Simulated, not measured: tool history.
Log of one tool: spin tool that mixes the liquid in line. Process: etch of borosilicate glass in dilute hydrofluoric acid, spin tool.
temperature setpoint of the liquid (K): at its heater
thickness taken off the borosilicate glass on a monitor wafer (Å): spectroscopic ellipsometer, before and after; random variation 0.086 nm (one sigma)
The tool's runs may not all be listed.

run	hour	temperature setpoint of the liquid (K)	parts of water to one part of 49 % hydrofluoric acid (parts by volume)	time under the liquid (s)	thickness taken off the borosilicate glass on a monitor wafer (Å)
1	0	293.15	135	45	85.471
2	7.3	293.15	135	50	95.144
3	11.3	295.15	130	50	107.79
4	13.8	296.65	125	50	119.95
5	19.5	296.65	80	50	200.26
6	27.3	294.65	80	50	182.99
7	28.2	293.65	80	50	173.58

The next listed run, before its measurement:
8	35.3	293.15	80	50	?

{"run 8": {"thickness taken off the borosilicate glass on a monitor wafer (Å)": 171.01}}
